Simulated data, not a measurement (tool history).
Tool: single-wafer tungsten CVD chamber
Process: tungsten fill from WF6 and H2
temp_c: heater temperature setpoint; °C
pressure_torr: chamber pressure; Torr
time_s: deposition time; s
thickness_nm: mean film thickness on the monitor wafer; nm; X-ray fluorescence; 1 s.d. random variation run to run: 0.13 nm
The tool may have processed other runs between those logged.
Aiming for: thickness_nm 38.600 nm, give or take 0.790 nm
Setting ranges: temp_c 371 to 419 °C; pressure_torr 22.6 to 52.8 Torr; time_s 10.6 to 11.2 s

| run | day | temp_c | pressure_torr | time_s | thickness_nm |
|---|---|---|---|---|---|
| 1 | 0.000 | 395 | 37.7 | 11.2 | 32.462 |
| 2 | 0.304 | 396 | 37.7 | 11.2 | 33.077 |
| 3 | 0.662 | 396 | 41.2 | 11.2 | 34.239 |
| 4 | 0.742 | 390 | 41.2 | 11.2 | 30.568 |
| 5 | 1.104 | 392 | 41.3 | 11.2 | 31.774 |
| 6 | 1.229 | 393 | 41.4 | 11.2 | 32.378 |
| 7 | 1.496 | 394 | 41.5 | 11.2 | 33.114 |
| 8 | 1.542 | 395 | 41.5 | 11.2 | 33.755 |
| 9 | 1.625 | 396 | 41.5 | 11.2 | 34.492 |
| 10 | 1.704 | 397 | 41.5 | 11.2 | 35.284 |
| 11 | 1.925 | 398 | 41.5 | 11.2 | 35.798 |
| 12 | 2.250 | 399 | 41.5 | 11.2 | 36.821 |

Below are 4 possible settings for the next run. Only one of them brings all results inside the allowed miss of their targets. Which is it?
| A | 2.575 | 402 | 40.1 | 10.8 | ? |
| B | 2.575 | 399 | 43.2 | 10.8 | ? |
| C | 2.575 | 403 | 42.5 | 11.2 | ? |
| D | 2.575 | 407 | 36.8 | 10.6 | ? |

| move | thickness_nm |
|---|---|
| A | 37.027 |
| B | 36.149 |
| C | 40.173 |
| D | 38.390 |
A: closer than the last run, but not yet in spec
B: its largest miss is bigger than the last run's
C: moves the result that the last run missed by most past its target, out the other side
D: every result within its allowed miss
Answer: D
